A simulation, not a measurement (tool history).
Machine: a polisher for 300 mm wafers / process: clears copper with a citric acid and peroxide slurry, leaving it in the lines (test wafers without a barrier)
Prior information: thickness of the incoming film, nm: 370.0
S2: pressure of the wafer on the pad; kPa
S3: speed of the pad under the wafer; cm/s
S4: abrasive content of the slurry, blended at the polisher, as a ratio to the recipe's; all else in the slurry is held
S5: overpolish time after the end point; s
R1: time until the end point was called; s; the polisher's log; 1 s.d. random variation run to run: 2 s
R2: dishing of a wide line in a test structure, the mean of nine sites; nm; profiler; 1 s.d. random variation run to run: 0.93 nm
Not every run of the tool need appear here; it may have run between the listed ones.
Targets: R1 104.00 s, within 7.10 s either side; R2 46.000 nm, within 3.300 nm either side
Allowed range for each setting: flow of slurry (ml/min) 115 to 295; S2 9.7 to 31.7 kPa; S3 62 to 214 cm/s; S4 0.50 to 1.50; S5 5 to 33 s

run 1 hour=0.0 | flow_of_slurry_(ml/min)=190 S2=20.7 S3=138 S4=1.00 S5=17 | R1=141.69 R2=28.550
run 2 hour=7.9 | flow_of_slurry_(ml/min)=190 S2=16.5 S3=138 S4=1.00 S5=17 | R1=174.15 R2=24.662
run 3 hour=15.6 | flow_of_slurry_(ml/min)=190 S2=16.5 S3=156 S4=1.00 S5=17 | R1=151.76 R2=26.607
run 4 hour=22.9 | flow_of_slurry_(ml/min)=190 S2=16.5 S3=156 S4=0.90 S5=17 | R1=153.41 R2=26.395
run 5 hour=29.5 | flow_of_slurry_(ml/min)=190 S2=16.5 S3=174 S4=0.90 S5=17 | R1=141.65 R2=29.584
run 6 hour=31.5 | flow_of_slurry_(ml/min)=190 S2=16.5 S3=174 S4=0.90 S5=24 | R1=137.97 R2=36.124
run 7 hour=39.6 | flow_of_slurry_(ml/min)=190 S2=17.9 S3=176 S4=0.90 S5=24 | R1=121.79 R2=38.215
run 8 hour=40.3 | flow_of_slurry_(ml/min)=190 S2=18.6 S3=176 S4=0.90 S5=25 | R1=119.69 R2=41.761
run 9 hour=46.4 | flow_of_slurry_(ml/min)=190 S2=19.3 S3=176 S4=0.90 S5=25 | R1=117.67 R2=41.206
run 10 hour=48.7 | flow_of_slurry_(ml/min)=190 S2=20.0 S3=176 S4=0.90 S5=25 | R1=117.02 R2=43.120

Exercise: of the 5 proposed moves below, exactly one satisfies all targets within the stated allowed misses. Which move is it?
run A hour=51.0 | flow_of_slurry_(ml/min)=165 S2=18.6 S3=186 S4=0.90 S5=23 | R1=? R2=?
run B hour=51.0 | flow_of_slurry_(ml/min)=200 S2=18.6 S3=174 S4=0.80 S5=22 | R1=? R2=?
run C hour=51.0 | flow_of_slurry_(ml/min)=185 S2=17.9 S3=214 S4=0.95 S5=19 | R1=? R2=?
run D hour=51.0 | flow_of_slurry_(ml/min)=235 S2=22.1 S3=174 S4=0.75 S5=26 | R1=? R2=?
run E hour=51.0 | flow_of_slurry_(ml/min)=185 S2=20.0 S3=174 S4=0.85 S5=31 | R1=? R2=?

move=A R1=118.55 R2=39.286
move=B R1=124.59 R2=37.047
move=C R1=104.42 R2=37.650
move=D R1=104.24 R2=45.840
move=E R1=116.68 R2=47.074
A: lands further from the targets than the last run did
B: lands further from the targets than the last run did
C: the furthest-off result lands on target, but another misses its tolerance
D: in spec on every target
E: roughly where the last run was
So the answer is move D, the one that meets all the targets.
